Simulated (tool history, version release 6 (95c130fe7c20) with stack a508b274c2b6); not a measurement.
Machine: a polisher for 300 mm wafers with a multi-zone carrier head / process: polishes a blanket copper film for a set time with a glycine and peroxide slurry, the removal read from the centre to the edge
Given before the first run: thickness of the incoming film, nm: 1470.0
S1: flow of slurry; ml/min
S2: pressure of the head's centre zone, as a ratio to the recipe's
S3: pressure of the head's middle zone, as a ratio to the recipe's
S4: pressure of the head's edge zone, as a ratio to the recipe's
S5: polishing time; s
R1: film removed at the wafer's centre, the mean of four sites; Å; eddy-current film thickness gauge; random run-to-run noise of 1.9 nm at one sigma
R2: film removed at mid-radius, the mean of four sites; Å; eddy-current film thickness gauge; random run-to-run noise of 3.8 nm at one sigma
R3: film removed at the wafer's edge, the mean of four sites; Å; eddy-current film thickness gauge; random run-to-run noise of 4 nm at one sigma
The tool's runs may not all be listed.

{"run": 1, "day": 0.0, "S1": 245, "S2": 1, "S3": 1, "S4": 1, "S5": 84, "R1": 4023.8, "R2": 4039.6, "R3": 4125.7}
{"run": 2, "day": 0.321, "S1": 245, "S2": 0.99, "S3": 0.99, "S4": 0.99, "S5": 81, "R1": 3785.1, "R2": 3929.8, "R3": 4041.4}
{"run": 3, "day": 0.575, "S1": 245, "S2": 0.99, "S3": 0.99, "S4": 0.98, "S5": 77, "R1": 3641.1, "R2": 3687.4, "R3": 3688.3}
{"run": 4, "day": 0.7, "S1": 280, "S2": 0.99, "S3": 0.99, "S4": 0.98, "S5": 77, "R1": 3699.5, "R2": 3804.5, "R3": 3828.4}
{"run": 5, "day": 0.908, "S1": 280, "S2": 0.99, "S3": 0.99, "S4": 0.98, "S5": 96, "R1": 4575.9, "R2": 4657.9, "R3": 4702.2}
{"run": 6, "day": 1.004, "S1": 220, "S2": 0.99, "S3": 0.99, "S4": 0.98, "S5": 96, "R1": 4476.5, "R2": 4403.6, "R3": 4572}
{"run": 7, "day": 1.154, "S1": 215, "S2": 0.97, "S3": 0.98, "S4": 0.97, "S5": 92, "R1": 4204.1, "R2": 4283.1, "R3": 4573.6}
{"run": 8, "day": 1.242, "S1": 215, "S2": 0.97, "S3": 0.98, "S4": 0.97, "S5": 87, "R1": 3959.2, "R2": 4039.5, "R3": 4204.4}
{"run": 9, "day": 1.433, "S1": 215, "S2": 0.96, "S3": 0.97, "S4": 0.96, "S5": 83, "R1": 3778.2, "R2": 3818.9, "R3": 3947}

Forecast run 10:
{"run": 10, "day": 1.692, "S1": 215, "S2": 0.95, "S3": 0.96, "S4": 0.96, "S5": 80, "R1": "?", "R2": "?", "R3": "?"}

Logged for run 10: R1 3610.4 Å, R2 3708.9 Å, R3 3852.9 Å.

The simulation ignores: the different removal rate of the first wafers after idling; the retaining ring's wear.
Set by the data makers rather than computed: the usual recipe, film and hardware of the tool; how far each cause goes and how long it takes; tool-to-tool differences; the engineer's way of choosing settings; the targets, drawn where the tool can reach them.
